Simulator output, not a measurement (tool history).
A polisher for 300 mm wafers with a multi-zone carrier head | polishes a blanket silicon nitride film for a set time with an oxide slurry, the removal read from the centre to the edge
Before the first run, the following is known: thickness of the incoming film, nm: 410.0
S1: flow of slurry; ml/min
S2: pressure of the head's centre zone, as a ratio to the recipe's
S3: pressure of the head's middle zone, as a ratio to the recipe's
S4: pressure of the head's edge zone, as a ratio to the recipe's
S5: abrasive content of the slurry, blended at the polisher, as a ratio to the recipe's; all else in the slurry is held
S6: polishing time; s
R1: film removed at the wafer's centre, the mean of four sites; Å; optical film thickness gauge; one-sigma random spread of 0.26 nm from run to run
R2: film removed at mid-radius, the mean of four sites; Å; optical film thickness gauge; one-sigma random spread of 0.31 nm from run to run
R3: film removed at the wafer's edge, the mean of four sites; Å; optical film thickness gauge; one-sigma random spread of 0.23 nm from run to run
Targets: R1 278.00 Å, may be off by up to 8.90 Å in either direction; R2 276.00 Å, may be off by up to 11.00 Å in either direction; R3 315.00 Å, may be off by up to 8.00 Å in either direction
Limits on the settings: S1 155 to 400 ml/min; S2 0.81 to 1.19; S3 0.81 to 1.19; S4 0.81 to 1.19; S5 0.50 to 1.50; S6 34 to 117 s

run,hour,S1,S2,S3,S4,S5,S6,R1,R2,R3
1,0.0,255,1.00,1.00,1.00,1.00,75,639.96,645.84,657.01
2,5.3,250,0.98,0.98,0.99,0.95,70,571.25,574.70,588.66
3,8.9,245,0.96,0.96,0.99,0.90,67,520.31,526.82,552.65
4,11.7,245,0.96,0.96,1.07,0.90,67,516.00,532.84,572.59
5,13.5,245,0.96,1.03,1.07,0.90,67,521.05,568.36,577.72
6,19.0,245,0.96,0.96,1.07,0.90,67,521.19,541.42,573.87
7,21.2,240,0.95,0.94,1.05,0.85,64,474.77,487.70,520.74
8,29.1,240,0.95,0.94,1.05,0.85,64,471.96,485.40,521.55
9,37.8,235,0.94,0.92,1.04,0.80,62,444.56,452.02,484.84
# hour 42.5: slurry nozzle cleaned
10,42.5,230,0.93,0.91,1.04,0.75,60,435.31,430.22,472.56
11,48.5,230,0.92,0.90,1.04,0.70,57,392.05,387.47,432.50
12,52.9,230,0.91,0.89,1.03,0.65,56,365.61,373.73,411.91
13,54.1,225,0.90,0.88,1.02,0.65,55,360.81,363.00,400.19
14,62.7,220,0.89,0.87,1.02,0.65,54,344.94,350.03,390.63

5 next moves are on the table. One of them brings every result within its allowed miss. Which?
A,71.3,200,0.84,0.90,0.99,0.55,50,?,?,?
B,71.3,230,0.93,0.86,0.98,0.85,60,?,?,?
C,71.3,205,0.89,0.85,1.01,0.60,46,?,?,?
D,71.3,200,0.85,0.84,1.05,0.85,64,?,?,?
E,71.3,250,0.98,1.05,0.89,0.75,57,?,?,?

move,R1,R2,R3
A,277.89,301.06,319.32
B,473.33,451.99,493.08
C,283.90,279.34,313.58
D,456.78,463.01,535.48
E,447.09,481.20,422.41
A: the furthest-off result lands on target, but another misses its tolerance
B: further off than the last run
C: meets every target
D: further off than the last run
E: further off than the last run
C is the move that brings every result within its allowed miss.

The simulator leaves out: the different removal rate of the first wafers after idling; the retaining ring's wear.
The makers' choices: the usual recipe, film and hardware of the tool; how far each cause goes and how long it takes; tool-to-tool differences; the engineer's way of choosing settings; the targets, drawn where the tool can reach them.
